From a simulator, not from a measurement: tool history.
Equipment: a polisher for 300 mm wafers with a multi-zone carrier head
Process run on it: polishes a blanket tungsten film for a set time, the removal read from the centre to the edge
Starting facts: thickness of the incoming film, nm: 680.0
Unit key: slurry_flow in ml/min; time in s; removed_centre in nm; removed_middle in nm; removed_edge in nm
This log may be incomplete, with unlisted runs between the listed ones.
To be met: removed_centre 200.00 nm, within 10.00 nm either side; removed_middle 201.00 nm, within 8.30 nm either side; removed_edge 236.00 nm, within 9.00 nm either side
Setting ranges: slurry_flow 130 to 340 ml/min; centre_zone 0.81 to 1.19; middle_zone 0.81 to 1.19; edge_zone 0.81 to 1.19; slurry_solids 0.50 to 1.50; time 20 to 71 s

{"run": 1, "hour": 0.0, "slurry_flow": 220, "centre_zone": 1.0, "middle_zone": 1.0, "edge_zone": 1.0, "slurry_solids": 1.0, "time": 45, "removed_centre": 165.45, "removed_middle": 165.56, "removed_edge": 166.39}
{"run": 2, "hour": 6.9, "slurry_flow": 220, "centre_zone": 1.0, "middle_zone": 1.0, "edge_zone": 1.0, "slurry_solids": 1.0, "time": 53, "removed_centre": 193.65, "removed_middle": 199.79, "removed_edge": 195.8}
{"run": 3, "hour": 14.9, "slurry_flow": 220, "centre_zone": 1.0, "middle_zone": 1.0, "edge_zone": 1.0, "slurry_solids": 1.0, "time": 57, "removed_centre": 212.36, "removed_middle": 208.49, "removed_edge": 214.5}
{"run": 4, "hour": 20.5, "slurry_flow": 220, "centre_zone": 1.0, "middle_zone": 0.97, "edge_zone": 1.0, "slurry_solids": 1.0, "time": 57, "removed_centre": 212.57, "removed_middle": 210.0, "removed_edge": 215.41}
{"run": 5, "hour": 21.3, "slurry_flow": 220, "centre_zone": 0.99, "middle_zone": 0.96, "edge_zone": 1.01, "slurry_solids": 1.0, "time": 57, "removed_centre": 211.37, "removed_middle": 206.69, "removed_edge": 212.65}
{"run": 6, "hour": 29.6, "slurry_flow": 170, "centre_zone": 0.99, "middle_zone": 0.96, "edge_zone": 1.01, "slurry_solids": 1.0, "time": 57, "removed_centre": 204.16, "removed_middle": 200.78, "removed_edge": 208.16}
{"run": 7, "hour": 31.6, "slurry_flow": 170, "centre_zone": 0.98, "middle_zone": 0.95, "edge_zone": 1.03, "slurry_solids": 1.0, "time": 57, "removed_centre": 205.76, "removed_middle": 199.36, "removed_edge": 212.27}
{"run": 8, "hour": 38.8, "slurry_flow": 170, "centre_zone": 0.97, "middle_zone": 0.95, "edge_zone": 1.04, "slurry_solids": 1.0, "time": 57, "removed_centre": 196.73, "removed_middle": 201.53, "removed_edge": 210.65}
{"run": 9, "hour": 45.7, "slurry_flow": 170, "centre_zone": 0.97, "middle_zone": 0.94, "edge_zone": 1.05, "slurry_solids": 1.0, "time": 57, "removed_centre": 198.72, "removed_middle": 198.64, "removed_edge": 211.66}

Which of these 5 next moves meets every target?
{"run": "A", "hour": 52.6, "slurry_flow": 165, "centre_zone": 0.89, "middle_zone": 0.87, "edge_zone": 1.12, "slurry_solids": 1.15, "time": 59, "removed_centre": "?", "removed_middle": "?", "removed_edge": "?"}
{"run": "B", "hour": 52.6, "slurry_flow": 215, "centre_zone": 0.98, "middle_zone": 0.98, "edge_zone": 1.09, "slurry_solids": 1.2, "time": 51, "removed_centre": "?", "removed_middle": "?", "removed_edge": "?"}
{"run": "C", "hour": 52.6, "slurry_flow": 170, "centre_zone": 1.06, "middle_zone": 1.07, "edge_zone": 0.93, "slurry_solids": 1.05, "time": 50, "removed_centre": "?", "removed_middle": "?", "removed_edge": "?"}
{"run": "D", "hour": 52.6, "slurry_flow": 175, "centre_zone": 1.05, "middle_zone": 1.02, "edge_zone": 0.91, "slurry_solids": 0.95, "time": 55, "removed_centre": "?", "removed_middle": "?", "removed_edge": "?"}
{"run": "E", "hour": 52.6, "slurry_flow": 230, "centre_zone": 1.0, "middle_zone": 1.0, "edge_zone": 0.98, "slurry_solids": 0.95, "time": 56, "removed_centre": "?", "removed_middle": "?", "removed_edge": "?"}

move=A removed_centre=196.49 removed_middle=203.01 removed_edge=237.50
move=B removed_centre=193.61 removed_middle=198.87 removed_edge=210.11
move=C removed_centre=187.74 removed_middle=192.30 removed_edge=178.45
move=D removed_centre=198.75 removed_middle=198.56 removed_edge=188.39
move=E removed_centre=201.61 removed_middle=206.24 removed_edge=203.54
A: all results land within tolerance of their targets
B: moves away from the targets compared with the last run
C: moves away from the targets compared with the last run
D: moves away from the targets compared with the last run
E: moves away from the targets compared with the last run
A is the move that brings every result within its allowed miss.

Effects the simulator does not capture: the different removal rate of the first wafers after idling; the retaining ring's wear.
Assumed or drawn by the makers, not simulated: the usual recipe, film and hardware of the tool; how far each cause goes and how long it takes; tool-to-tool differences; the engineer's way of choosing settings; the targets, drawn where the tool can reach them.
